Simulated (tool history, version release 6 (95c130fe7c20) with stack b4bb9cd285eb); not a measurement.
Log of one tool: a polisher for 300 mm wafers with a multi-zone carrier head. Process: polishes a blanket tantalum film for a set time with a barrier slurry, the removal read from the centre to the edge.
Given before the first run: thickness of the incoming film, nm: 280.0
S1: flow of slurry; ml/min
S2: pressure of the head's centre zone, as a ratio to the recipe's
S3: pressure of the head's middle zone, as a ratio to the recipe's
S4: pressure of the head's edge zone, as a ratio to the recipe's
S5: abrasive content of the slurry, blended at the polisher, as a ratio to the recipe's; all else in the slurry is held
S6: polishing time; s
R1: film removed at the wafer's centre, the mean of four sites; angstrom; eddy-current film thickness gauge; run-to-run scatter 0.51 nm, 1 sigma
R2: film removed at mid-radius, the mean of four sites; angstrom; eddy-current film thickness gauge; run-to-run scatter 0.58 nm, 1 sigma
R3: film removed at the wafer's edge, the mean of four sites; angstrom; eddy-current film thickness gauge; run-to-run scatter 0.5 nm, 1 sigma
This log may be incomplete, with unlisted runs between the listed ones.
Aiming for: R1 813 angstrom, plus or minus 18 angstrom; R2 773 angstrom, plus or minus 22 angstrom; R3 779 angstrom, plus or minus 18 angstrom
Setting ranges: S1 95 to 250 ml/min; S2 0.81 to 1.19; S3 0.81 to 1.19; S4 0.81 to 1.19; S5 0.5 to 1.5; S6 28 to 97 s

run    day   S1    S2    S3    S4    S5  S6      R1      R2      R3
  1      0  160     1     1     1     1  62  938.09   900.4  898.83
  2  0.275  150  0.99  0.98  0.97     1  62   905.1  899.22  888.34
  3  0.442  150  0.99  0.98   0.9     1  62  904.96  890.49  844.02
  4  0.783  135  0.99  0.98   0.9     1  62  884.21  872.48  848.78
  5  1.067  130  0.99  0.96  0.88  0.95  62  867.41  829.82   818.7
  6    1.4  130  0.99  0.96  0.82  0.95  62  863.15  835.91  784.62
  7  1.554  130  0.99  0.96  0.82  0.95  62  861.81   839.8  796.34
  8  1.725  130  0.99  0.96  0.82  0.95  62  866.96  844.66  801.11
  9  1.975  125  0.99  0.95  0.82  0.95  62  860.97  821.12  793.03
 10  2.021  120  0.99  0.95  0.82  0.95  62  846.97  808.92  787.61
 11   2.15  115  0.99  0.95  0.82  0.95  62  841.76  803.48   779.8
 12  2.471  110  0.99  0.95  0.83  0.95  62   828.1  800.26  764.14

Exactly one of the 5 candidate moves below puts every result within its allowed miss. Which one?
  A  2.792   95  1.02  0.96  0.89   0.9  63   ?   ?   ?
  B  2.792  115  0.98  0.85  0.86  1.25  57   ?   ?   ?
  C  2.792   95  0.98  1.06     1  1.05  60   ?   ?   ?
  D  2.792  110  0.87  0.87  0.85  0.75  69   ?   ?   ?
  E  2.792  130  1.02   0.9  0.83   0.7  66   ?   ?   ?

move      R1      R2      R3
   A  807.21  778.76  790.54
   B  808.67  727.87  792.58
   C  770.56  839.65  826.78
   D  754.05  777.51  828.43
   E  861.85  778.78  789.02
A: hits every target within its allowed miss
B: takes the result that was furthest off past its target
C: lands further from the targets than the last run did
D: meets the target for the result that was furthest off, but another lies outside its allowed miss
E: meets the target for the result that was furthest off, but another lies outside its allowed miss
Go with A: it meets all targets.
